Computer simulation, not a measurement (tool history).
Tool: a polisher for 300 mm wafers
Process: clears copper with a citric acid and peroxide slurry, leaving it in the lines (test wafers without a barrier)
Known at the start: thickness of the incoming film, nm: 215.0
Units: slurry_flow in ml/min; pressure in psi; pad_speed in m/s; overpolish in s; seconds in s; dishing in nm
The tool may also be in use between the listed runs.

| run | day | slurry_flow | pressure | pad_speed | slurry_solids | overpolish | seconds | dishing |
|---|---|---|---|---|---|---|---|---|
| 1 | 0.000 | 125 | 2.5 | 1.12 | 1.0 | 17 | 113.090 | 22.128 |
| 2 | 0.342 | 130 | 2.7 | 1.12 | 1.0 | 15 | 106.060 | 20.685 |
| 3 | 0.621 | 130 | 2.9 | 1.12 | 1.0 | 13 | 96.914 | 19.145 |
| 4 | 0.850 | 130 | 3.0 | 1.12 | 1.0 | 12 | 91.393 | 19.348 |
| 5 | 1.088 | 130 | 3.0 | 1.12 | 1.0 | 9 | 92.346 | 14.651 |
| 6 | 1.129 | 130 | 3.1 | 1.12 | 1.0 | 9 | 90.901 | 15.392 |
| 7 | 1.271 | 135 | 3.2 | 1.12 | 1.0 | 9 | 87.597 | 15.510 |
| 8 | 1.575 | 135 | 3.3 | 1.12 | 1.0 | 9 | 84.033 | 15.988 |
| 9 | 1.912 | 135 | 3.4 | 1.12 | 1.0 | 9 | 82.849 | 16.619 |
| 10 | 2.029 | 135 | 3.5 | 1.12 | 1.0 | 9 | 80.500 | 16.577 |
| 11 | 2.200 | 135 | 3.6 | 1.12 | 1.0 | 9 | 78.852 | 16.575 |
| 12 | 2.338 | 135 | 3.7 | 1.12 | 1.0 | 9 | 74.066 | 17.735 |

Run 13 comes next. What will it give?
| 13 | 2.538 | 135 | 3.8 | 1.12 | 1.0 | 8 | ? | ? |

{"run 13": {"seconds": 74.129, "dishing": 16.275}}
